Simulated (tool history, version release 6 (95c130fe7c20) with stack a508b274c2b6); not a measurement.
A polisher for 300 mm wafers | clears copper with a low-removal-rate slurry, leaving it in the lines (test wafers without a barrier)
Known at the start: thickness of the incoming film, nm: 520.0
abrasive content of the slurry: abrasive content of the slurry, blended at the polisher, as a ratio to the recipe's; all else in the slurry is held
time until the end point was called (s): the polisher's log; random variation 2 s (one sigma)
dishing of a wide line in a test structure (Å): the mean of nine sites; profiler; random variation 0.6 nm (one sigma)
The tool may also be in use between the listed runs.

run	hour	flow of slurry (ml/min)	pressure of the wafer on the pad (kPa)	speed of the pad under the wafer (cm/s)	abrasive content of the slurry	overpolish time after the end point (s)	time until the end point was called (s)	dishing of a wide line in a test structure (Å)
1	0	290	26.9	96	1	15	139.5	336.63
2	1.7	290	26.9	96	1.15	15	138.44	337.72
3	5.9	290	26.9	96	1.25	15	131.32	337.8
4	10.3	290	31	96	1.25	15	119.86	374.75
# hour 10.8: head pressure recalibrated
5	10.8	230	31	96	1.25	15	129.56	362.53
6	15	250	31	96	1.25	14	128.83	341.34
7	18.8	275	31.7	96	1.25	13	119	342.6

The next listed run, before its measurement:
8	26.6	285	31.7	96	1.25	12	?	?

time until the end point was called (s): 122.76
dishing of a wide line in a test structure (Å): 301.27
